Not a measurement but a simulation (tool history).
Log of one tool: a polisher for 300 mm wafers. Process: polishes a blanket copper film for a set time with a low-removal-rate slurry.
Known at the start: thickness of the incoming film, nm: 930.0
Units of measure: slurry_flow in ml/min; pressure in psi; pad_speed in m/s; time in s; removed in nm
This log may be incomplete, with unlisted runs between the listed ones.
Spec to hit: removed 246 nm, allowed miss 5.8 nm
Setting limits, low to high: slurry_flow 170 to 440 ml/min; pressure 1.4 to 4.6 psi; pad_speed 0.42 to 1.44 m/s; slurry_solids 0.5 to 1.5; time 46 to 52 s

Run 1, hour 0: slurry_flow 280 ml/min, pressure 3 psi, pad_speed 0.92 m/s, slurry_solids 1, time 52 s. Result: removed 140.29 nm.
Run 2, hour 8.3: slurry_flow 285 ml/min, pressure 3.4 psi, pad_speed 0.92 m/s, slurry_solids 1, time 52 s. Result: removed 158.83 nm.
Run 3, hour 16.3: slurry_flow 290 ml/min, pressure 3.7 psi, pad_speed 0.94 m/s, slurry_solids 1, time 52 s. Result: removed 178.02 nm.
Run 4, hour 20.5: slurry_flow 295 ml/min, pressure 3.9 psi, pad_speed 0.96 m/s, slurry_solids 1, time 52 s. Result: removed 189.81 nm.
Run 5, hour 26.8: slurry_flow 295 ml/min, pressure 3.9 psi, pad_speed 0.96 m/s, slurry_solids 1, time 52 s. Result: removed 188.49 nm.
Run 6, hour 31.2: slurry_flow 245 ml/min, pressure 3.9 psi, pad_speed 0.96 m/s, slurry_solids 1, time 52 s. Result: removed 186.84 nm.
Run 7, hour 38.4: slurry_flow 255 ml/min, pressure 4.1 psi, pad_speed 0.98 m/s, slurry_solids 1, time 52 s. Result: removed 201.98 nm.
At hour 40.6: slurry blender recalibrated.
Run 8, hour 40.6: slurry_flow 265 ml/min, pressure 4.2 psi, pad_speed 1 m/s, slurry_solids 1, time 52 s. Result: removed 219.45 nm.
Run 9, hour 45.9: slurry_flow 270 ml/min, pressure 4.3 psi, pad_speed 1 m/s, slurry_solids 1, time 52 s. Result: removed 224.86 nm.

Next run, 5 choices. One meets every target within its allowed miss, the rest don't. Which?
Run A, hour 51.2: slurry_flow 325 ml/min, pressure 4.3 psi, pad_speed 1.08 m/s, slurry_solids 1.05, time 51 s. Result: removed ?.
Run B, hour 51.2: slurry_flow 335 ml/min, pressure 4.1 psi, pad_speed 1.06 m/s, slurry_solids 0.95, time 51 s. Result: removed ?.
Run C, hour 51.2: slurry_flow 170 ml/min, pressure 4.5 psi, pad_speed 1.04 m/s, slurry_solids 0.85, time 48 s. Result: removed ?.
Run D, hour 51.2: slurry_flow 300 ml/min, pressure 4.3 psi, pad_speed 0.96 m/s, slurry_solids 1, time 48 s. Result: removed ?.
Run E, hour 51.2: slurry_flow 255 ml/min, pressure 4.5 psi, pad_speed 0.94 m/s, slurry_solids 1, time 47 s. Result: removed ?.

move  removed
   A   245.93
   B   225.65
   C   209.73
   D   202.86
   E   200.84
A: each result inside its tolerance
B: about as far from the targets as the last run
C: lands further from the targets than the last run did
D: lands further from the targets than the last run did
E: lands further from the targets than the last run did
A is the move that brings every result within its allowed miss.

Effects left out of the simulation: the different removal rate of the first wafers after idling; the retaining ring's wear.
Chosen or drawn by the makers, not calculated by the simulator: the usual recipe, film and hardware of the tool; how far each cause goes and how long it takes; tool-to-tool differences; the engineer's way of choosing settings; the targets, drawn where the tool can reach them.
